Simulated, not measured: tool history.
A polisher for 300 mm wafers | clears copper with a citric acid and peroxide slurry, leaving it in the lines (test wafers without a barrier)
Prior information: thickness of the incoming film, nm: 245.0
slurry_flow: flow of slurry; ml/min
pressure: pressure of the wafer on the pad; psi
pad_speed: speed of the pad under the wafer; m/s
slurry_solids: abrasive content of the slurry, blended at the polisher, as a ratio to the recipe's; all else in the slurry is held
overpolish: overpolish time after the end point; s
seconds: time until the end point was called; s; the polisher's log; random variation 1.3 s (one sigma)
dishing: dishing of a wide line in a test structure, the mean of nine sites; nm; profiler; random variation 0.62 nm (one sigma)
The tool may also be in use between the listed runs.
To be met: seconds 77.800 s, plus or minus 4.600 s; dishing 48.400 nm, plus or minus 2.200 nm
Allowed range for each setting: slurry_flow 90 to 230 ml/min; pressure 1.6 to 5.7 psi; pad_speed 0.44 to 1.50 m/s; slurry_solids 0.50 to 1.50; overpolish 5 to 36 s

Run 1, hour 0.0: slurry_flow 150 ml/min, pressure 3.6 psi, pad_speed 0.96 m/s, slurry_solids 1.00, overpolish 18 s. Result: seconds 104.210 s, dishing 30.919 nm.
Run 2, hour 4.7: slurry_flow 150 ml/min, pressure 3.9 psi, pad_speed 0.96 m/s, slurry_solids 1.00, overpolish 19 s. Result: seconds 99.502 s, dishing 34.248 nm.
Run 3, hour 5.3: slurry_flow 150 ml/min, pressure 3.9 psi, pad_speed 0.96 m/s, slurry_solids 1.00, overpolish 23 s. Result: seconds 101.260 s, dishing 40.340 nm.
Run 4, hour 11.5: slurry_flow 150 ml/min, pressure 3.9 psi, pad_speed 0.96 m/s, slurry_solids 1.00, overpolish 30 s. Result: seconds 97.394 s, dishing 49.121 nm.
Run 5, hour 16.5: slurry_flow 150 ml/min, pressure 3.9 psi, pad_speed 0.96 m/s, slurry_solids 0.85, overpolish 30 s. Result: seconds 99.626 s, dishing 48.779 nm.
Run 6, hour 18.9: slurry_flow 150 ml/min, pressure 3.9 psi, pad_speed 0.96 m/s, slurry_solids 0.85, overpolish 33 s. Result: seconds 103.120 s, dishing 52.293 nm.
Run 7, hour 20.7: slurry_flow 155 ml/min, pressure 4.2 psi, pad_speed 0.98 m/s, slurry_solids 0.85, overpolish 30 s. Result: seconds 92.332 s, dishing 52.140 nm.
Run 8, hour 27.5: slurry_flow 155 ml/min, pressure 4.4 psi, pad_speed 0.98 m/s, slurry_solids 0.80, overpolish 28 s. Result: seconds 93.100 s, dishing 50.956 nm.
Run 9, hour 35.8: slurry_flow 160 ml/min, pressure 4.5 psi, pad_speed 1.00 m/s, slurry_solids 0.80, overpolish 26 s. Result: seconds 90.226 s, dishing 50.488 nm.

Which one of the following 4 next-run settings gets every result inside its allowed miss? There is exactly one.
Run A, hour 44.1: slurry_flow 150 ml/min, pressure 4.9 psi, pad_speed 1.06 m/s, slurry_solids 0.85, overpolish 20 s. Result: seconds ?, dishing ?.
Run B, hour 44.1: slurry_flow 145 ml/min, pressure 4.5 psi, pad_speed 1.10 m/s, slurry_solids 0.95, overpolish 23 s. Result: seconds ?, dishing ?.
Run C, hour 44.1: slurry_flow 185 ml/min, pressure 5.1 psi, pad_speed 0.82 m/s, slurry_solids 1.00, overpolish 26 s. Result: seconds ?, dishing ?.
Run D, hour 44.1: slurry_flow 185 ml/min, pressure 4.1 psi, pad_speed 1.30 m/s, slurry_solids 1.05, overpolish 20 s. Result: seconds ?, dishing ?.

move  seconds  dishing
   A   77.221   45.164
   B   78.123   49.989
   C   89.907   49.612
   D   67.503   49.973
A: corrects the largest miss of the last run, while another result sits out of spec
B: hits every target within its allowed miss
C: just as far off the targets as the last run
D: carries the result that was furthest off beyond its target, to the other side
Go with B: it meets all targets.
